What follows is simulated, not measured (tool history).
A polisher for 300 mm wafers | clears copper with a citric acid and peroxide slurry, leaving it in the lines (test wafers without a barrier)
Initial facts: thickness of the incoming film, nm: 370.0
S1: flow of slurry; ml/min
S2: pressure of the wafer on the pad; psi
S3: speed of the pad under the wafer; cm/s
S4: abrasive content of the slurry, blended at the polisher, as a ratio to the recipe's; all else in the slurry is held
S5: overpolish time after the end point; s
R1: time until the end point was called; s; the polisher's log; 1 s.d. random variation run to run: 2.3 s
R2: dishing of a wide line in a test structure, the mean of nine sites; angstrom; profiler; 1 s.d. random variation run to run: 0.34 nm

Run 1, hour 0.0: S1 280 ml/min, S2 3.4 psi, S3 130 cm/s, S4 1.0, S5 13 s. Result: R1 108.06 s, R2 369.65 angstrom.
Run 2, hour 6.7: S1 280 ml/min, S2 3.3 psi, S3 130 cm/s, S4 1.0, S5 13 s. Result: R1 110.33 s, R2 355.77 angstrom.
Run 3, hour 14.4: S1 280 ml/min, S2 3.2 psi, S3 130 cm/s, S4 1.0, S5 13 s. Result: R1 110.86 s, R2 347.75 angstrom.
Run 4, hour 21.3: S1 280 ml/min, S2 3.1 psi, S3 128 cm/s, S4 1.0, S5 14 s. Result: R1 119.03 s, R2 354.16 angstrom.
Run 5, hour 26.2: S1 280 ml/min, S2 3.5 psi, S3 128 cm/s, S4 1.0, S5 14 s. Result: R1 103.75 s, R2 401.89 angstrom.
Run 6, hour 32.8: S1 335 ml/min, S2 3.5 psi, S3 128 cm/s, S4 1.0, S5 14 s. Result: R1 104.30 s, R2 406.16 angstrom.
Run 7, hour 39.4: S1 335 ml/min, S2 3.3 psi, S3 128 cm/s, S4 1.0, S5 14 s. Result: R1 106.63 s, R2 380.54 angstrom.

Expected results for the next run?
Run 8, hour 47.7: S1 325 ml/min, S2 3.2 psi, S3 128 cm/s, S4 1.0, S5 14 s. Result: R1 ?, R2 ?.

R1: 110.88 s
R2: 364.93 angstrom
